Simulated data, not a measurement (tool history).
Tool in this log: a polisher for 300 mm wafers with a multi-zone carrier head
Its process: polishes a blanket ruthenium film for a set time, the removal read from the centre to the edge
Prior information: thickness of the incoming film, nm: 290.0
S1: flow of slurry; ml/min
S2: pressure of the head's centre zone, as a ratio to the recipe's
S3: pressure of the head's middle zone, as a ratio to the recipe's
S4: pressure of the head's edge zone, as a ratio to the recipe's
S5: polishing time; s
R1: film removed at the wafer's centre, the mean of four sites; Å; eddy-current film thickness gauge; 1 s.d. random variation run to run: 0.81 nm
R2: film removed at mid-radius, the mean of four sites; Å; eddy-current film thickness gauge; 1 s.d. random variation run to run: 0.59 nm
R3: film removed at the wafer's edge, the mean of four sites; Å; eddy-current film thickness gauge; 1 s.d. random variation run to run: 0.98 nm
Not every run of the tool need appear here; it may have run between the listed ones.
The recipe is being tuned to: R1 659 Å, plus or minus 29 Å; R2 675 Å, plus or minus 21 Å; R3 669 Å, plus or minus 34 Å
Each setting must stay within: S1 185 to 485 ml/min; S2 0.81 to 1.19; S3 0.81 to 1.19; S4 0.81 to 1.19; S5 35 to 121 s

Run 1, hour 0: S1 310 ml/min, S2 1, S3 1, S4 1, S5 78 s. Result: R1 936.79 Å, R2 956.39 Å, R3 963.32 Å.
Run 2, hour 6.8: S1 310 ml/min, S2 0.99, S3 0.99, S4 0.97, S5 73 s. Result: R1 878.32 Å, R2 884.73 Å, R3 879.29 Å.
Run 3, hour 12: S1 310 ml/min, S2 0.99, S3 0.99, S4 0.91, S5 73 s. Result: R1 877.94 Å, R2 891.23 Å, R3 856.06 Å.
Run 4, hour 14: S1 310 ml/min, S2 0.99, S3 0.94, S4 0.91, S5 73 s. Result: R1 889.67 Å, R2 840.18 Å, R3 883.34 Å.
Run 5, hour 18.5: S1 310 ml/min, S2 0.96, S3 0.94, S4 0.91, S5 73 s. Result: R1 829.52 Å, R2 842.1 Å, R3 860.14 Å.
Run 6, hour 21.4: S1 310 ml/min, S2 0.96, S3 0.94, S4 0.84, S5 73 s. Result: R1 835.8 Å, R2 840.07 Å, R3 796.1 Å.
Run 7, hour 23.9: S1 310 ml/min, S2 0.95, S3 0.93, S4 0.84, S5 70 s. Result: R1 783.85 Å, R2 814.45 Å, R3 784.48 Å.
Run 8, hour 27: S1 310 ml/min, S2 0.95, S3 0.92, S4 0.83, S5 67 s. Result: R1 767.73 Å, R2 765.53 Å, R3 754.92 Å.
Run 9, hour 27.6: S1 300 ml/min, S2 0.9, S3 0.92, S4 0.81, S5 56 s. Result: R1 617.41 Å, R2 632.78 Å, R3 626.29 Å.

Which one of the following 5 next-run settings gets every result inside its allowed miss? There is exactly one.
Run A, hour 28.2: S1 290 ml/min, S2 0.89, S3 0.88, S4 0.81, S5 61 s. Result: R1 ?, R2 ?, R3 ?.
Run B, hour 28.2: S1 300 ml/min, S2 0.92, S3 1.06, S4 0.81, S5 54 s. Result: R1 ?, R2 ?, R3 ?.
Run C, hour 28.2: S1 315 ml/min, S2 1, S3 0.9, S4 0.82, S5 52 s. Result: R1 ?, R2 ?, R3 ?.
Run D, hour 28.2: S1 270 ml/min, S2 0.87, S3 1.08, S4 0.81, S5 52 s. Result: R1 ?, R2 ?, R3 ?.
Run E, hour 28.2: S1 300 ml/min, S2 0.92, S3 1.09, S4 0.81, S5 53 s. Result: R1 ?, R2 ?, R3 ?.

move      R1      R2      R3
   A  651.38  675.36  668.84
   B  598.65   700.6   591.8
   C  628.78  589.75  575.73
   D  540.19  680.23  566.28
   E  587.69  704.21  580.61
A: every result within its allowed miss
B: carries the result that was furthest off beyond its target, to the other side
C: its largest miss is bigger than the last run's
D: puts the biggest miss on target and leaves a different result outside tolerance
E: carries the result that was furthest off beyond its target, to the other side
The move that meets every target is A.

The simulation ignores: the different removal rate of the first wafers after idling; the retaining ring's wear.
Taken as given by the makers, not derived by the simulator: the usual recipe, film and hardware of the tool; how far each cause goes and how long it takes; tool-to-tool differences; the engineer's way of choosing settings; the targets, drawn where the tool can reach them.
